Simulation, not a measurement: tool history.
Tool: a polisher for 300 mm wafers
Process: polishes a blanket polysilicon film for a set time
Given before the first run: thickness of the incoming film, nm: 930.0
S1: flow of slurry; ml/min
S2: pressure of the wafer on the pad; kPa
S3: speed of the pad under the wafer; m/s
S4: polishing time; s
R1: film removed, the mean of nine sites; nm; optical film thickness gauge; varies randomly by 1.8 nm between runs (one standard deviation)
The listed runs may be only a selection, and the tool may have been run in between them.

| run | hour | S1 | S2 | S3 | S4 | R1 |
|---|---|---|---|---|---|---|
| 1 | 0 | 195 | 16.5 | 1.2 | 25 | 213.78 |
| 2 | 9 | 195 | 15.9 | 1.2 | 25 | 204.71 |
| 3 | 12.7 | 215 | 15.9 | 1.2 | 25 | 213.13 |
| 4 | 17.3 | 180 | 15.9 | 1.2 | 25 | 204.42 |
| 5 | 19 | 180 | 15.9 | 1.2 | 22 | 179.93 |
| 6 | 25.4 | 180 | 17.2 | 1.2 | 22 | 194.38 |

Run 7 comes next. What will it give?
| 7 | 26.8 | 170 | 16.5 | 1.2 | 22 | ? |

{"run 7": {"R1": 187.4}}
